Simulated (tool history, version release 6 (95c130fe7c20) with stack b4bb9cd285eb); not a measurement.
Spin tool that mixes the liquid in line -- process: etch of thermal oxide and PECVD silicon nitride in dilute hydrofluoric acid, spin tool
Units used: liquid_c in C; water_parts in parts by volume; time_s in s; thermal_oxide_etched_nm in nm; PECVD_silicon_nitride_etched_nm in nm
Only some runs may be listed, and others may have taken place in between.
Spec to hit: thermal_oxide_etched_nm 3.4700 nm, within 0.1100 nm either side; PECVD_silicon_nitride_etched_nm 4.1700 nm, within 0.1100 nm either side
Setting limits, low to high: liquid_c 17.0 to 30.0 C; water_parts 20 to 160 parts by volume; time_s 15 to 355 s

| run | hour | liquid_c | water_parts | time_s | thermal_oxide_etched_nm | PECVD_silicon_nitride_etched_nm |
|---|---|---|---|---|---|---|
| 1 | 0.0 | 22.0 | 90 | 180 | 8.9554 | 10.9460 |
| 2 | 9.1 | 21.5 | 100 | 180 | 7.7266 | 9.4160 |
| 3 | 15.1 | 21.5 | 70 | 180 | 11.4300 | 13.3850 |
| 4 | 20.7 | 21.0 | 80 | 180 | 9.7850 | 11.3270 |
| 5 | 23.5 | 21.0 | 80 | 210 | 11.2830 | 13.2150 |
| 6 | 24.6 | 20.5 | 90 | 210 | 9.7545 | 11.4350 |
| 7 | 26.9 | 20.0 | 100 | 210 | 8.4041 | 9.9641 |
| 8 | 28.2 | 19.5 | 105 | 210 | 7.8736 | 9.1392 |
| 9 | 33.6 | 19.5 | 110 | 210 | 7.5249 | 8.7632 |
| 10 | 34.6 | 19.5 | 115 | 205 | 6.9750 | 8.2037 |
| 11 | 37.9 | 19.5 | 120 | 200 | 6.5214 | 7.6903 |
| 12 | 44.8 | 19.5 | 125 | 195 | 5.9559 | 7.1866 |
| 13 | 49.0 | 19.0 | 130 | 195 | 5.6590 | 6.6891 |
| 14 | 56.0 | 19.0 | 135 | 190 | 5.2946 | 6.3021 |
| 15 | 64.5 | 19.0 | 140 | 185 | 4.9153 | 5.8917 |
| 16 | 67.8 | 19.0 | 145 | 180 | 4.5618 | 5.5615 |
| 17 | 70.3 | 19.0 | 145 | 180 | 4.6578 | 5.5428 |
| 18 | 78.7 | 19.0 | 145 | 175 | 4.4520 | 5.4266 |
| 19 | 85.3 | 18.0 | 155 | 170 | 3.9131 | 4.5928 |
| 20 | 87.5 | 18.0 | 155 | 165 | 3.7595 | 4.4459 |

Which one of the following 5 next-run settings gets every result inside its allowed miss? There is exactly one.
| A | 89.7 | 19.0 | 145 | 135 | ? | ? |
| B | 89.7 | 17.0 | 145 | 145 | ? | ? |
| C | 89.7 | 17.0 | 115 | 130 | ? | ? |
| D | 89.7 | 17.0 | 140 | 150 | ? | ? |
| E | 89.7 | 21.0 | 160 | 130 | ? | ? |

| move | thermal_oxide_etched_nm | PECVD_silicon_nitride_etched_nm |
|---|---|---|
| A | 3.4510 | 4.1940 |
| B | 3.4168 | 3.9311 |
| C | 3.9796 | 4.4085 |
| D | 3.6788 | 4.2066 |
| E | 3.2104 | 4.1934 |
A: all results land within tolerance of their targets
B: gets the furthest-off result to its target, but another result is out of tolerance
C: misses by more than the last run did
D: gains on the last run, yet a result remains outside its allowed miss
E: the result that was furthest off in the last run now lies on the other side of its target
A meets every target.

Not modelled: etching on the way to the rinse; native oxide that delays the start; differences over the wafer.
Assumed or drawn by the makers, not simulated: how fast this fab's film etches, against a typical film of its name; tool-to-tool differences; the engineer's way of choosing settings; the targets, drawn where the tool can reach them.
